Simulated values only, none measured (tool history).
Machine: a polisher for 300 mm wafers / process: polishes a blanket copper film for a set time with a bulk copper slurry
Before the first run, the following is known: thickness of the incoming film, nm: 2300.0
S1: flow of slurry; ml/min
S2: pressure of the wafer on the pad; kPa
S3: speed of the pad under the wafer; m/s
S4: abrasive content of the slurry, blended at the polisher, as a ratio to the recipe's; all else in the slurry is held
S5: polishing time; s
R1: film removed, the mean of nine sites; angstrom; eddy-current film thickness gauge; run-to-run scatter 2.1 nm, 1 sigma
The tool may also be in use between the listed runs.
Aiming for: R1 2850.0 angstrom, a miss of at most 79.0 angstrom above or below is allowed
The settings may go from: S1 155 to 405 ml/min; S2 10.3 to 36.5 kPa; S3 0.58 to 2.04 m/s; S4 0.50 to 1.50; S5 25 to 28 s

run	hour	S1	S2	S3	S4	S5	R1
1	0.0	260	23.4	1.30	1.00	28	4719.0
2	8.1	260	23.4	1.12	1.00	28	4054.7
3	10.0	260	23.4	1.12	0.85	28	3859.8
4	15.0	260	22.8	1.12	0.85	28	3794.4
5	17.9	260	22.1	1.12	0.85	28	3685.1
6	23.3	260	22.1	1.12	1.00	28	3855.7
7	30.7	260	21.4	1.12	1.00	28	3714.4
8	31.9	250	14.5	1.10	1.00	28	2579.0
9	34.6	255	14.5	1.10	1.00	28	2636.8
10	38.9	260	14.5	1.10	1.00	28	2599.7
11	45.4	260	17.2	1.10	1.00	28	3025.2
12	53.0	255	17.2	1.10	1.00	28	3036.2

Exactly one of the 4 candidate moves below puts every result within its allowed miss. Which one?
A	60.6	210	19.3	1.00	1.30	28	?
B	60.6	270	14.5	1.28	1.00	25	?
C	60.6	300	21.4	0.98	1.10	25	?
D	60.6	250	20.7	1.00	0.95	25	?

move	R1
A	3240.7
B	2704.1
C	3085.2
D	2857.4
A: misses by more than the last run did
B: pushes the last run's worst result past its target
C: misses by more than the last run did
D: each result inside its tolerance
Answer: D

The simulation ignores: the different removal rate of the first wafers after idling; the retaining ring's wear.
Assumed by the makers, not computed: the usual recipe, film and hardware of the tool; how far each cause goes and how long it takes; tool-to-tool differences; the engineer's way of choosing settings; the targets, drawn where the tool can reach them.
